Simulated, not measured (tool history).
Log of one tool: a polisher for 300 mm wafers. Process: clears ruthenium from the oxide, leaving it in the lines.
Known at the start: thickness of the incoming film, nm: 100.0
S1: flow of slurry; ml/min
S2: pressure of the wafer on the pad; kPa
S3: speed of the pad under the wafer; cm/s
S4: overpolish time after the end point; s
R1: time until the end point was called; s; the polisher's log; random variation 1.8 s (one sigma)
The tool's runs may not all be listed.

run,day,S1,S2,S3,S4,R1
1,0,240,17.2,98,23,62.812
2,0.329,240,15.2,98,23,68.672
3,0.638,240,13.8,92,23,80.874
4,0.758,240,13.8,92,24,82.657
5,0.796,275,13.8,92,24,80.286
6,1.1,275,13.8,110,24,68.796
7,1.233,275,12.4,104,24,77.306
8,1.596,275,11.7,98,24,87.25
9,1.729,275,11,94,24,93.15

Forecast run 10:
10,1.896,275,10.3,90,24,?

R1: 106.21 s

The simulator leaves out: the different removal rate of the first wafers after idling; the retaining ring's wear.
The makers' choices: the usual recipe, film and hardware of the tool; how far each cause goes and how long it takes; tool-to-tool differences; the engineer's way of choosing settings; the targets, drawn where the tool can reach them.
